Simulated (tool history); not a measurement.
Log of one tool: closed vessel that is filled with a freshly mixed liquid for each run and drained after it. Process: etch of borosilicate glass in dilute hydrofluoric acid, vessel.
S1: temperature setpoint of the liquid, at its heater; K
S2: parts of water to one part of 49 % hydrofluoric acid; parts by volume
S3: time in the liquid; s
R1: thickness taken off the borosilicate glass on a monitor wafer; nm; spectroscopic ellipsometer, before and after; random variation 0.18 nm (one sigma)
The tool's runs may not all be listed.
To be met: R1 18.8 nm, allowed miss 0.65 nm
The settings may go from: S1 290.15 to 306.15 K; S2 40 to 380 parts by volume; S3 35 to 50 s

Run 1, hour 0: S1 298.15 K, S2 210 parts by volume, S3 50 s. Result: R1 8.1321 nm.
Run 2, hour 2.9: S1 299.65 K, S2 190 parts by volume, S3 50 s. Result: R1 9.811 nm.
Run 3, hour 5.2: S1 300.65 K, S2 175 parts by volume, S3 50 s. Result: R1 11.136 nm.
Run 4, hour 13.5: S1 300.65 K, S2 175 parts by volume, S3 50 s. Result: R1 11.046 nm.
Run 5, hour 14.5: S1 300.65 K, S2 175 parts by volume, S3 50 s. Result: R1 11.07 nm.
Run 6, hour 23.4: S1 301.65 K, S2 165 parts by volume, S3 50 s. Result: R1 12.384 nm.
Run 7, hour 26: S1 302.65 K, S2 155 parts by volume, S3 50 s. Result: R1 13.697 nm.
Run 8, hour 33: S1 303.15 K, S2 150 parts by volume, S3 50 s. Result: R1 14.878 nm.
Run 9, hour 34.6: S1 303.65 K, S2 145 parts by volume, S3 50 s. Result: R1 15.672 nm.
Run 10, hour 39.7: S1 304.15 K, S2 145 parts by volume, S3 50 s. Result: R1 15.918 nm.
Run 11, hour 41.5: S1 304.65 K, S2 140 parts by volume, S3 50 s. Result: R1 16.943 nm.
Run 12, hour 50.7: S1 305.15 K, S2 140 parts by volume, S3 50 s. Result: R1 17.394 nm.

5 next moves are on the table. One of them brings every result within its allowed miss. Which?
Run A, hour 59.9: S1 303.15 K, S2 115 parts by volume, S3 50 s. Result: R1 ?.
Run B, hour 59.9: S1 303.65 K, S2 125 parts by volume, S3 50 s. Result: R1 ?.
Run C, hour 59.9: S1 306.15 K, S2 155 parts by volume, S3 50 s. Result: R1 ?.
Run D, hour 59.9: S1 306.15 K, S2 125 parts by volume, S3 50 s. Result: R1 ?.
Run E, hour 59.9: S1 304.65 K, S2 120 parts by volume, S3 50 s. Result: R1 ?.

move      R1
   A  19.898
   B  18.391
   C  15.554
   D  20.126
   E  20.007
A: takes the result that was furthest off past its target
B: meets every target
C: further off than the last run
D: takes the result that was furthest off past its target
E: takes the result that was furthest off past its target
Move B is the one to make.

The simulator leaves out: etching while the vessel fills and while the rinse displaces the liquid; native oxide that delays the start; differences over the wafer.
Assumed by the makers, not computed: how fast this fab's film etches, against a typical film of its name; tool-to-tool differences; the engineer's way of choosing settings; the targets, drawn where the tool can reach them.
